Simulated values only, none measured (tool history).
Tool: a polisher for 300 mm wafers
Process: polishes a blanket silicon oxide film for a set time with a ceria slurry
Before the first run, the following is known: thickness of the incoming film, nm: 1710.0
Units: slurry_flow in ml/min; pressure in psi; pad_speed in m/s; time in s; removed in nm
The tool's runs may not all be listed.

{"run": 1, "hour": 0.0, "slurry_flow": 195, "pressure": 2.2, "pad_speed": 0.96, "time": 41, "removed": 116.99}
{"run": 2, "hour": 2.8, "slurry_flow": 160, "pressure": 2.2, "pad_speed": 0.96, "time": 41, "removed": 113.93}
{"run": 3, "hour": 3.7, "slurry_flow": 160, "pressure": 2.2, "pad_speed": 0.96, "time": 37, "removed": 102.27}
{"run": 4, "hour": 11.3, "slurry_flow": 150, "pressure": 2, "pad_speed": 0.96, "time": 37, "removed": 92.699}
{"run": 5, "hour": 19.4, "slurry_flow": 115, "pressure": 2, "pad_speed": 0.96, "time": 37, "removed": 89.607}
{"run": 6, "hour": 22.1, "slurry_flow": 115, "pressure": 1.9, "pad_speed": 0.96, "time": 37, "removed": 85.188}

Run 7 has not been measured yet. What should we expect?
{"run": 7, "hour": 26.7, "slurry_flow": 115, "pressure": 1.8, "pad_speed": 0.96, "time": 37, "removed": "?"}

{"run 7": {"removed": 80.988}}
